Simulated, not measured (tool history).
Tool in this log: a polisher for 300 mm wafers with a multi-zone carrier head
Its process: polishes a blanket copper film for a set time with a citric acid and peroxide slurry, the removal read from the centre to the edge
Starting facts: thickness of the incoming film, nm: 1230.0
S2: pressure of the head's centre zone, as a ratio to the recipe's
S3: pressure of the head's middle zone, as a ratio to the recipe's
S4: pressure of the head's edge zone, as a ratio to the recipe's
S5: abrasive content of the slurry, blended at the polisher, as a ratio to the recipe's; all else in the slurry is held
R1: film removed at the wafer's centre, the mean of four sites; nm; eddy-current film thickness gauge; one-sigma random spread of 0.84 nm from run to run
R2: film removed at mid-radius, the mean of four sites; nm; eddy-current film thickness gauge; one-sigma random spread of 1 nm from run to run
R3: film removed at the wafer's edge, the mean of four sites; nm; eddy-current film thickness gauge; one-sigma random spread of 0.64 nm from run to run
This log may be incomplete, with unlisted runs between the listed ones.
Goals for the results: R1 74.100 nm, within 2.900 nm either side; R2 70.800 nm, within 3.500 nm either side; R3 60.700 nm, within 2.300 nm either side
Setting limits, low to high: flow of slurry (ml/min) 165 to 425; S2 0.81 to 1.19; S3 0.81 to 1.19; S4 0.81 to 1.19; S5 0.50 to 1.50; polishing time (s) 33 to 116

{"run": 1, "hour": 0.0, "flow of slurry (ml/min)": 275, "S2": 1.0, "S3": 1.0, "S4": 1.0, "S5": 1.0, "polishing time (s)": 74, "R1": 108.05, "R2": 110.79, "R3": 106.08}
{"run": 2, "hour": 6.0, "flow of slurry (ml/min)": 275, "S2": 1.0, "S3": 1.0, "S4": 1.0, "S5": 1.0, "polishing time (s)": 88, "R1": 130.99, "R2": 131.84, "R3": 126.28}
{"run": 3, "hour": 8.8, "flow of slurry (ml/min)": 275, "S2": 1.02, "S3": 1.01, "S4": 0.97, "S5": 0.9, "polishing time (s)": 80, "R1": 120.5, "R2": 115.83, "R3": 110.03}
{"run": 4, "hour": 9.4, "flow of slurry (ml/min)": 275, "S2": 1.02, "S3": 1.01, "S4": 0.97, "S5": 0.9, "polishing time (s)": 94, "R1": 136.58, "R2": 135.16, "R3": 130.93}
{"run": 5, "hour": 10.9, "flow of slurry (ml/min)": 275, "S2": 1.02, "S3": 1.03, "S4": 0.95, "S5": 0.85, "polishing time (s)": 84, "R1": 118.97, "R2": 121.58, "R3": 112.73}
{"run": 6, "hour": 11.5, "flow of slurry (ml/min)": 275, "S2": 0.98, "S3": 1.03, "S4": 0.95, "S5": 0.85, "polishing time (s)": 84, "R1": 116.55, "R2": 123.83, "R3": 114.36}
{"run": 7, "hour": 17.6, "flow of slurry (ml/min)": 275, "S2": 1.08, "S3": 1.05, "S4": 0.85, "S5": 0.6, "polishing time (s)": 63, "R1": 87.301, "R2": 82.045, "R3": 72.811}
{"run": 8, "hour": 24.4, "flow of slurry (ml/min)": 275, "S2": 1.08, "S3": 1.05, "S4": 0.85, "S5": 0.6, "polishing time (s)": 63, "R1": 85.711, "R2": 84.09, "R3": 72.918}
{"run": 9, "hour": 32.4, "flow of slurry (ml/min)": 275, "S2": 1.08, "S3": 1.05, "S4": 0.84, "S5": 0.6, "polishing time (s)": 61, "R1": 81.983, "R2": 80.882, "R3": 69.108}
{"run": 10, "hour": 37.1, "flow of slurry (ml/min)": 275, "S2": 1.08, "S3": 1.05, "S4": 0.83, "S5": 0.6, "polishing time (s)": 60, "R1": 82.899, "R2": 81.936, "R3": 69.13}
{"run": 11, "hour": 41.3, "flow of slurry (ml/min)": 275, "S2": 1.08, "S3": 1.05, "S4": 0.83, "S5": 0.6, "polishing time (s)": 59, "R1": 81.766, "R2": 79.764, "R3": 67.633}
{"run": 12, "hour": 43.1, "flow of slurry (ml/min)": 275, "S2": 1.08, "S3": 1.05, "S4": 0.83, "S5": 0.6, "polishing time (s)": 58, "R1": 79.033, "R2": 77.007, "R3": 67.804}
{"run": 13, "hour": 46.5, "flow of slurry (ml/min)": 275, "S2": 1.08, "S3": 1.05, "S4": 0.83, "S5": 0.6, "polishing time (s)": 58, "R1": 80.742, "R2": 76.121, "R3": 65.901}
{"run": 14, "hour": 54.2, "flow of slurry (ml/min)": 275, "S2": 1.08, "S3": 1.05, "S4": 0.83, "S5": 0.6, "polishing time (s)": 57, "R1": 76.886, "R2": 77.336, "R3": 64.431}

Which single option among these 5 for the next run brings every result within its allowed miss of target? Just one does.
{"run": "A", "hour": 61.9, "flow of slurry (ml/min)": 245, "S2": 1.1, "S3": 1.06, "S4": 0.83, "S5": 0.5, "polishing time (s)": 57, "R1": "?", "R2": "?", "R3": "?"}
{"run": "B", "hour": 61.9, "flow of slurry (ml/min)": 215, "S2": 1.12, "S3": 1.19, "S4": 0.81, "S5": 0.85, "polishing time (s)": 50, "R1": "?", "R2": "?", "R3": "?"}
{"run": "C", "hour": 61.9, "flow of slurry (ml/min)": 220, "S2": 1.13, "S3": 1.03, "S4": 0.81, "S5": 0.5, "polishing time (s)": 63, "R1": "?", "R2": "?", "R3": "?"}
{"run": "D", "hour": 61.9, "flow of slurry (ml/min)": 290, "S2": 1.19, "S3": 1.19, "S4": 0.81, "S5": 0.75, "polishing time (s)": 50, "R1": "?", "R2": "?", "R3": "?"}
{"run": "E", "hour": 61.9, "flow of slurry (ml/min)": 285, "S2": 1.09, "S3": 1.03, "S4": 0.84, "S5": 0.6, "polishing time (s)": 57, "R1": "?", "R2": "?", "R3": "?"}

move=A R1=74.379 R2=70.761 R3=60.137
move=B R1=77.115 R2=78.789 R3=60.849
move=C R1=83.045 R2=75.386 R3=65.046
move=D R1=82.455 R2=78.895 R3=60.366
move=E R1=80.012 R2=75.057 R3=65.249
A: each result inside its tolerance
B: its largest miss is bigger than the last run's
C: its largest miss is bigger than the last run's
D: its largest miss is bigger than the last run's
E: its largest miss is bigger than the last run's
Move A is the one to make.
